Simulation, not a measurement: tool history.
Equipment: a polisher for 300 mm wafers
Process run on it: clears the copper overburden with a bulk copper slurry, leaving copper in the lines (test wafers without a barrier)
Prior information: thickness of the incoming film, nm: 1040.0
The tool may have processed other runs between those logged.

| run | day | flow of slurry (ml/min) | pressure of the wafer on the pad (kPa) | speed of the pad under the wafer (cm/s) | abrasive content of the slurry | overpolish time after the end point (s) | time until the end point was called (s) | dishing of a wide line in a test structure (Å) |
|---|---|---|---|---|---|---|---|---|
| 1 | 0 | 280 | 17.2 | 140 | 1 | 11 | 108.56 | 504.79 |
| 2 | 0.225 | 280 | 16.5 | 138 | 1 | 13 | 115.49 | 549.1 |
| 3 | 0.308 | 280 | 15.9 | 136 | 1 | 14 | 119.97 | 540.85 |
| 4 | 0.654 | 280 | 15.9 | 136 | 1 | 18 | 121.31 | 610.16 |
| 5 | 0.996 | 280 | 15.9 | 136 | 1.15 | 18 | 117.06 | 610.62 |
|  | 1.217 | worn pad replaced by a new one |
| 6 | 1.217 | 280 | 15.2 | 136 | 1.15 | 18 | 110.36 | 634.58 |

Run 7, settings as shown, results not yet in. Your forecast:
| 7 | 1.308 | 280 | 13.8 | 134 | 1.15 | 18 | ? | ? |

time until the end point was called (s): 118.2
dishing of a wide line in a test structure (Å): 614.6

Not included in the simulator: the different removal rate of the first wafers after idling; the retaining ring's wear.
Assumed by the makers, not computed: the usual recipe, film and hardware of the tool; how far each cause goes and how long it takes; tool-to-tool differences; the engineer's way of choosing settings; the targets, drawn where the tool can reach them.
